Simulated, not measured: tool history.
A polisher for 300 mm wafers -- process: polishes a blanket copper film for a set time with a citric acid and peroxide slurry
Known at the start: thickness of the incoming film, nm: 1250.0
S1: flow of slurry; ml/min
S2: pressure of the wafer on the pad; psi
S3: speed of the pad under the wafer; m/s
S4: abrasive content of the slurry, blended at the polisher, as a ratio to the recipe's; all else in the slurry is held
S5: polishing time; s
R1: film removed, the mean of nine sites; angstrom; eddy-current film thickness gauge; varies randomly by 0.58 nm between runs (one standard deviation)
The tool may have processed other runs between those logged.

Run 1, hour 0: S1 240 ml/min, S2 2.8 psi, S3 1.02 m/s, S4 1, S5 41 s. Result: R1 881.21 angstrom.
Run 2, hour 5.2: S1 240 ml/min, S2 2.8 psi, S3 1.02 m/s, S4 1, S5 43 s. Result: R1 912.18 angstrom.
Run 3, hour 13: S1 240 ml/min, S2 2.8 psi, S3 1.02 m/s, S4 0.85, S5 43 s. Result: R1 906.86 angstrom.
Run 4, hour 20.6: S1 240 ml/min, S2 2.8 psi, S3 0.92 m/s, S4 0.85, S5 43 s. Result: R1 809.62 angstrom.
Run 5, hour 26.6: S1 240 ml/min, S2 2.8 psi, S3 0.92 m/s, S4 0.85, S5 43 s. Result: R1 808.38 angstrom.
Run 6, hour 30.2: S1 240 ml/min, S2 2.8 psi, S3 0.92 m/s, S4 0.85, S5 41 s. Result: R1 761.89 angstrom.
Run 7, hour 36.5: S1 240 ml/min, S2 2.7 psi, S3 0.92 m/s, S4 0.85, S5 41 s. Result: R1 749.97 angstrom.
Run 8, hour 39.4: S1 240 ml/min, S2 2.6 psi, S3 0.92 m/s, S4 0.85, S5 41 s. Result: R1 720.48 angstrom.
Run 9, hour 44.4: S1 240 ml/min, S2 2.5 psi, S3 0.92 m/s, S4 0.85, S5 41 s. Result: R1 706.5 angstrom.
Run 10, hour 51.9: S1 240 ml/min, S2 2.4 psi, S3 0.92 m/s, S4 0.85, S5 41 s. Result: R1 689.62 angstrom.

Run 11 has not been measured yet. What should we expect?
Run 11, hour 53.8: S1 235 ml/min, S2 2.3 psi, S3 0.92 m/s, S4 0.85, S5 41 s. Result: R1 ?.

Run 11 measured R1 677.02 angstrom.

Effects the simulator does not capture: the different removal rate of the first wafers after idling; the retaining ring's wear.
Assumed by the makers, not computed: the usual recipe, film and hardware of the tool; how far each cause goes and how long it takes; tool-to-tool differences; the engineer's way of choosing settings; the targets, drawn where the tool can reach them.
